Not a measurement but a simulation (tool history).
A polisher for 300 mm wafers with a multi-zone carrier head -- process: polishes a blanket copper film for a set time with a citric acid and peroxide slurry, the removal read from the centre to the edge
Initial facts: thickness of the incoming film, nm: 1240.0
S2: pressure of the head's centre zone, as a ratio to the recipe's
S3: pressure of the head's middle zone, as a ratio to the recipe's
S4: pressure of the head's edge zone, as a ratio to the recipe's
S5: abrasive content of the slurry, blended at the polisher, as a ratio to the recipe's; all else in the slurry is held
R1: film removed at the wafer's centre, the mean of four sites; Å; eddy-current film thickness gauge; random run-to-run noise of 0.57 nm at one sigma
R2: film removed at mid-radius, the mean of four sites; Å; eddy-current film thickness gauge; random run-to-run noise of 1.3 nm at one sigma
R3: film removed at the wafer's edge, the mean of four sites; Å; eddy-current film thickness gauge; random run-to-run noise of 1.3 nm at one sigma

Run 1, hour 0.0: flow of slurry (ml/min) 170, S2 1.00, S3 1.00, S4 1.00, S5 1.00, polishing time (s) 44. Result: R1 1569.70 Å, R2 1537.10 Å, R3 1513.30 Å.
Run 2, hour 7.6: flow of slurry (ml/min) 170, S2 1.00, S3 0.94, S4 1.00, S5 1.00, polishing time (s) 44. Result: R1 1565.70 Å, R2 1466.40 Å, R3 1501.60 Å.
Run 3, hour 15.6: flow of slurry (ml/min) 170, S2 1.00, S3 0.94, S4 1.00, S5 1.00, polishing time (s) 54. Result: R1 1919.50 Å, R2 1813.40 Å, R3 1861.00 Å.
Run 4, hour 19.5: flow of slurry (ml/min) 190, S2 1.00, S3 0.94, S4 1.00, S5 1.00, polishing time (s) 54. Result: R1 1931.70 Å, R2 1796.50 Å, R3 1854.70 Å.
Run 5, hour 25.1: flow of slurry (ml/min) 195, S2 0.97, S3 0.94, S4 0.95, S5 0.85, polishing time (s) 46. Result: R1 1539.60 Å, R2 1467.30 Å, R3 1512.90 Å.
Run 6, hour 30.4: flow of slurry (ml/min) 195, S2 0.97, S3 0.94, S4 0.95, S5 0.85, polishing time (s) 51. Result: R1 1726.80 Å, R2 1653.80 Å, R3 1655.40 Å.
Run 7, hour 37.4: flow of slurry (ml/min) 190, S2 0.95, S3 0.94, S4 0.91, S5 0.75, polishing time (s) 44. Result: R1 1393.50 Å, R2 1380.90 Å, R3 1356.60 Å.
At hour 45.9: edge zone pressure recalibrated.
Run 8, hour 45.9: flow of slurry (ml/min) 175, S2 0.94, S3 0.93, S4 0.88, S5 0.65, polishing time (s) 40. Result: R1 1187.20 Å, R2 1187.60 Å, R3 1204.20 Å.
Run 9, hour 47.5: flow of slurry (ml/min) 225, S2 0.97, S3 0.98, S4 0.81, S5 0.50, polishing time (s) 28. Result: R1 819.40 Å, R2 839.30 Å, R3 750.73 Å.

Forecast run 10:
Run 10, hour 54.4: flow of slurry (ml/min) 220, S2 0.98, S3 0.99, S4 0.86, S5 0.55, polishing time (s) 28. Result: R1 ?, R2 ?, R3 ?.

Run 10 measured R1 855.38 Å, R2 844.12 Å, R3 797.12 Å.
